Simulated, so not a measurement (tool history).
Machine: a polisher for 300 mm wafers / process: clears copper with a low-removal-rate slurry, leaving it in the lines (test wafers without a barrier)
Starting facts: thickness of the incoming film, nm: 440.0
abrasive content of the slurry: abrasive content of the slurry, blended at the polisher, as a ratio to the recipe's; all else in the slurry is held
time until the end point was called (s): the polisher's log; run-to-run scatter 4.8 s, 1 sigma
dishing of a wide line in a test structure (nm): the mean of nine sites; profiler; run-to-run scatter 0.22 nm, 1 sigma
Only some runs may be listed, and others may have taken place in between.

run    day  flow of slurry (ml/min)  pressure of the wafer on the pad (psi)  speed of the pad under the wafer (m/s)  abrasive content of the slurry  overpolish time after the end point (s)  time until the end point was called (s)  dishing of a wide line in a test structure (nm)
  1      0                      265                                     3.3                                    0.82                               1                                       26                                   181.82                                           43.126
  2  0.312                      215                                     3.3                                    0.82                               1                                       26                                   182.12                                           43.403
  3  0.517                      240                                     3.1                                    0.82                               1                                       24                                   196.35                                            36.92
  4   0.85                      260                                     2.9                                    0.84                               1                                       22                                   210.08                                           33.655
  5  0.904                      260                                     2.9                                    1.02                               1                                       22                                   174.18                                           40.069
  6  1.088                      260                                     2.9                                    1.02                               1                                       29                                    163.1                                           49.395
  7  1.133                      280                                     2.7                                       1                               1                                       26                                   185.87                                           40.044
  8  1.404                      280                                     2.7                                       1                               1                                       26                                   191.26                                           42.849
  9  1.654                      265                                     2.8                                    0.92                            0.95                                       24                                   195.97                                           38.075
 10  1.808                      190                                       3                                     0.7                             0.7                                       11                                   258.27                                           14.864
 11  2.025                      190                                       3                                     0.7                             0.7                                       11                                   255.25                                           14.934
 12  2.371                      185                                       3                                     0.7                             0.7                                       11                                   251.35                                           14.529

Forecast run 13:
 13  2.6                      180                                       3                                     0.7                             0.7                                       11                                        ?                                                ?

time until the end point was called (s): 256.65
dishing of a wide line in a test structure (nm): 14.47
